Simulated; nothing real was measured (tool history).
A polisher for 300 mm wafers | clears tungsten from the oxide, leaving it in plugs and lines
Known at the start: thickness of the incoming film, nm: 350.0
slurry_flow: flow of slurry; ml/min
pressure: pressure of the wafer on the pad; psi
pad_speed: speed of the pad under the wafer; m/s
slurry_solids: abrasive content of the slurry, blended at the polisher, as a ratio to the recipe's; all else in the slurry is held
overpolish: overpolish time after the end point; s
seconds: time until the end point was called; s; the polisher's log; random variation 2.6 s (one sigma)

run,hour,slurry_flow,pressure,pad_speed,slurry_solids,overpolish,seconds
1,0.0,265,3.5,1.04,1.0,19,84.519
2,5.3,265,3.3,1.02,1.0,19,85.275
3,13.1,265,3.3,1.02,1.0,20,87.047
4,13.8,265,4.1,1.02,1.0,20,69.874
5,17.6,265,3.8,1.00,1.0,20,75.090
6,18.3,265,3.2,1.00,1.0,20,92.330
7,24.1,265,3.0,1.00,1.0,20,97.705
8,31.1,265,2.9,1.00,1.0,20,102.770

Forecast run 9:
9,34.1,265,2.1,0.96,1.0,20,?

Run 9 gave seconds 139.040 s.
